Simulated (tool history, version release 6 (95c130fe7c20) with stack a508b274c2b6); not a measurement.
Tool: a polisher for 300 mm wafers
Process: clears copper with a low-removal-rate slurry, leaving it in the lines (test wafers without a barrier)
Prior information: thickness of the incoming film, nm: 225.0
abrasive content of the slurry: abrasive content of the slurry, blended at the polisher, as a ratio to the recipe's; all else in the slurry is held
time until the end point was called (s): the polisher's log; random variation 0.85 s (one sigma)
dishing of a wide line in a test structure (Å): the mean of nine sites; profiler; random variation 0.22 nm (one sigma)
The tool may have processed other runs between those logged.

| run | day | flow of slurry (ml/min) | pressure of the wafer on the pad (psi) | speed of the pad under the wafer (m/s) | abrasive content of the slurry | overpolish time after the end point (s) | time until the end point was called (s) | dishing of a wide line in a test structure (Å) |
|---|---|---|---|---|---|---|---|---|
| 1 | 0.000 | 215 | 2.7 | 0.94 | 1.00 | 23 | 67.751 | 482.10 |
| 2 | 0.312 | 220 | 2.4 | 0.96 | 1.00 | 19 | 74.288 | 384.89 |
| 3 | 0.483 | 230 | 2.1 | 0.98 | 1.00 | 16 | 82.205 | 298.78 |
| 4 | 0.625 | 230 | 1.7 | 0.98 | 1.00 | 16 | 100.340 | 250.63 |
| 5 | 0.892 | 230 | 1.3 | 0.98 | 1.00 | 16 | 129.910 | 195.14 |
| 6 | 1.050 | 230 | 1.3 | 0.98 | 1.00 | 16 | 129.300 | 202.04 |
| 7 | 1.296 | 255 | 1.3 | 1.02 | 0.95 | 14 | 124.400 | 182.66 |
| 8 | 1.575 | 315 | 2.0 | 1.06 | 0.70 | 7 | 81.960 | 142.50 |
| 9 | 1.938 | 300 | 1.9 | 1.06 | 0.70 | 7 | 86.636 | 131.28 |
| 10 | 2.233 | 295 | 1.9 | 1.06 | 0.75 | 7 | 87.695 | 135.14 |
| 11 | 2.333 | 280 | 1.9 | 1.06 | 0.80 | 7 | 86.083 | 139.83 |

Run 12 is up next; what results do you expect?
| 12 | 2.471 | 280 | 1.9 | 1.06 | 0.85 | 7 | ? | ? |

time until the end point was called (s): 84.810
dishing of a wide line in a test structure (Å): 137.31

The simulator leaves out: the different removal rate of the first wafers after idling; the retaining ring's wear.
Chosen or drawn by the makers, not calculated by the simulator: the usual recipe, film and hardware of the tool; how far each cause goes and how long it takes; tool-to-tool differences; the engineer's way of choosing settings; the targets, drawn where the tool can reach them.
